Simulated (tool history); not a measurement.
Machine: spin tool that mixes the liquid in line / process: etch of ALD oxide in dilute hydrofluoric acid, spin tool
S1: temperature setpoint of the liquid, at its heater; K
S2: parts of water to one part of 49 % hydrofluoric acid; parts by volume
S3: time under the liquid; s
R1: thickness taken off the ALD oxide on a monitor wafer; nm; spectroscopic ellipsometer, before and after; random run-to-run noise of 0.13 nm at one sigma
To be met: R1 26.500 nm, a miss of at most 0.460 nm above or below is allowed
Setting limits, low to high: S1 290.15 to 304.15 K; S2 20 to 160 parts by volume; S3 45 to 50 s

Run 1, hour 0.0: S1 296.15 K, S2 90 parts by volume, S3 45 s. Result: R1 11.417 nm.
Run 2, hour 2.1: S1 296.15 K, S2 80 parts by volume, S3 45 s. Result: R1 12.991 nm.
Run 3, hour 5.9: S1 297.15 K, S2 75 parts by volume, S3 45 s. Result: R1 14.667 nm.
Run 4, hour 12.0: S1 297.65 K, S2 75 parts by volume, S3 45 s. Result: R1 14.948 nm.
Run 5, hour 15.4: S1 297.65 K, S2 90 parts by volume, S3 45 s. Result: R1 12.118 nm.
Run 6, hour 18.4: S1 300.65 K, S2 90 parts by volume, S3 45 s. Result: R1 13.553 nm.
Run 7, hour 25.6: S1 301.15 K, S2 85 parts by volume, S3 45 s. Result: R1 14.928 nm.
Run 8, hour 33.7: S1 301.65 K, S2 80 parts by volume, S3 45 s. Result: R1 16.356 nm.
Run 9, hour 34.6: S1 301.65 K, S2 75 parts by volume, S3 45 s. Result: R1 17.596 nm.
Run 10, hour 38.9: S1 303.15 K, S2 60 parts by volume, S3 45 s. Result: R1 23.614 nm.

Of the 5 settings listed for the next run, only one would bring every result within its allowed miss of target. Which one?
Run A, hour 43.2: S1 304.15 K, S2 65 parts by volume, S3 50 s. Result: R1 ?.
Run B, hour 43.2: S1 299.65 K, S2 50 parts by volume, S3 45 s. Result: R1 ?.
Run C, hour 43.2: S1 302.15 K, S2 60 parts by volume, S3 50 s. Result: R1 ?.
Run D, hour 43.2: S1 303.65 K, S2 55 parts by volume, S3 45 s. Result: R1 ?.
Run E, hour 43.2: S1 302.15 K, S2 55 parts by volume, S3 45 s. Result: R1 ?.

move      R1
   A  25.020
   B  25.129
   C  25.292
   D  26.539
   E  25.032
A: moves toward the targets from the last run without getting all of them in spec
B: moves toward the targets from the last run without getting all of them in spec
C: moves toward the targets from the last run without getting all of them in spec
D: all results land within tolerance of their targets
E: moves toward the targets from the last run without getting all of them in spec
Correct choice: D, which meets every target

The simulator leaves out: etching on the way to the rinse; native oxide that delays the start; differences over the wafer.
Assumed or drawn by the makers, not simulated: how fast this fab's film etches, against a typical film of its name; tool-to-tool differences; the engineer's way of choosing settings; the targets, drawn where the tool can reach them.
